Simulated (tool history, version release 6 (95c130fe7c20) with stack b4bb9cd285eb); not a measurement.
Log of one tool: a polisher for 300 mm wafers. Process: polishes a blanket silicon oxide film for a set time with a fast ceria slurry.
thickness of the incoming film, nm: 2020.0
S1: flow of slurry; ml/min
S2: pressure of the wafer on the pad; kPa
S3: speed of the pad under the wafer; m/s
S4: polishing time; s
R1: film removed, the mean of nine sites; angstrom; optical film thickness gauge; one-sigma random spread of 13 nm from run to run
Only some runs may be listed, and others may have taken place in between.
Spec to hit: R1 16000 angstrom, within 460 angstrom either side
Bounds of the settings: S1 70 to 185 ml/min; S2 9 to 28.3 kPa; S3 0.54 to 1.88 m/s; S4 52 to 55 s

run,day,S1,S2,S3,S4,R1
1,0,120,18.6,1.2,52,8928.2
2,0.108,130,21.4,1.2,52,10453
3,0.183,130,21.4,1.2,55,10848
4,0.558,130,21.4,1.2,52,10373
5,0.75,130,21.4,1.2,55,11089
6,1.033,130,17.2,1.2,55,8946.7
7,1.188,135,20.7,1.2,55,10763
# day 1.258: worn pad replaced by a new one
8,1.258,140,22.8,1.2,55,13211
9,1.588,150,22.8,1.2,55,13511
10,1.642,160,22.8,1.2,55,13433
11,1.908,160,26.2,1.2,55,15331

Pick the move, out of 5, that brings all results within their allowed miss; only one does.
A,2.175,145,27.6,1.3,55,?
B,2.175,185,28.3,1.2,55,?
C,2.175,145,26.9,1.1,55,?
D,2.175,150,28.3,1.22,55,?
E,2.175,140,28.3,1.16,55,?

move,R1
A,17457
B,17314
C,14700
D,17005
E,16071
A: moves the result that the last run missed by most past its target, out the other side
B: moves the result that the last run missed by most past its target, out the other side
C: lands further from the targets than the last run did
D: moves the result that the last run missed by most past its target, out the other side
E: meets every target
Answer: E
